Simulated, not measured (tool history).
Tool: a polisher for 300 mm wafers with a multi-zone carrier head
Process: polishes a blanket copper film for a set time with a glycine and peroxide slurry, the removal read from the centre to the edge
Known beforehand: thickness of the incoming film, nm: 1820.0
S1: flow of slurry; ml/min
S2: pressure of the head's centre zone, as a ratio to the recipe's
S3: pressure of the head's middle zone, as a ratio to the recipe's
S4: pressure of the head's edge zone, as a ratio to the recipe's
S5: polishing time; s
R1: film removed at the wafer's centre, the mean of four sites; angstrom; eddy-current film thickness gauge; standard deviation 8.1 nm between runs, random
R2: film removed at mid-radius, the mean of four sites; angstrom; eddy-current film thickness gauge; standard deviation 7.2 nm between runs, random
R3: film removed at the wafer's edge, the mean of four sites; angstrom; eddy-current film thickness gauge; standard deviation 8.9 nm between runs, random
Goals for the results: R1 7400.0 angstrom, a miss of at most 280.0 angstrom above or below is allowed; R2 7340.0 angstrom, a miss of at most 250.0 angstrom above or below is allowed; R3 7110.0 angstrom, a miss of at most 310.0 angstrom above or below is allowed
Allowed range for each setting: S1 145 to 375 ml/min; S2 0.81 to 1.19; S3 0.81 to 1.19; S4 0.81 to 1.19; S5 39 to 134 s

run	day	S1	S2	S3	S4	S5	R1	R2	R3
1	0.000	240	1.00	1.00	1.00	86	4748.3	4943.4	4813.9
2	0.158	245	1.02	1.01	1.02	90	5170.5	5184.3	5135.9
3	0.358	250	1.03	1.03	1.04	93	5479.9	5443.1	5269.8
4	0.417	250	1.03	1.09	1.04	93	5345.8	5679.3	5367.7
5	0.575	250	1.03	1.09	1.08	93	5479.7	5784.8	5503.8
6	0.788	250	1.03	1.13	1.08	93	5458.7	5910.8	5496.3
7	1.067	250	1.03	1.13	1.08	93	5424.3	5904.2	5342.6
8	1.342	255	1.04	1.13	1.09	96	5531.2	6083.7	5627.2

Of the 5 settings listed for the next run, only one would bring every result within its allowed miss of target. Which one?
A	1.617	270	1.12	0.88	1.19	126	?	?	?
B	1.617	255	1.09	1.08	1.08	120	?	?	?
C	1.617	200	1.19	1.00	1.04	106	?	?	?
D	1.617	270	0.85	0.97	1.19	131	?	?	?
E	1.617	245	1.01	1.00	1.15	77	?	?	?

move	R1	R2	R3
A	8096.4	6402.3	7704.9
B	7461.3	7200.2	6930.1
C	6953.0	5775.0	5877.7
D	6378.5	7229.4	8001.1
E	4408.8	4309.4	4580.4
A: the result that was furthest off in the last run now lies on the other side of its target
B: all results land within tolerance of their targets
C: closer than the last run, but not yet in spec
D: closer than the last run, but not yet in spec
E: further off than the last run
Move B is the one to make.

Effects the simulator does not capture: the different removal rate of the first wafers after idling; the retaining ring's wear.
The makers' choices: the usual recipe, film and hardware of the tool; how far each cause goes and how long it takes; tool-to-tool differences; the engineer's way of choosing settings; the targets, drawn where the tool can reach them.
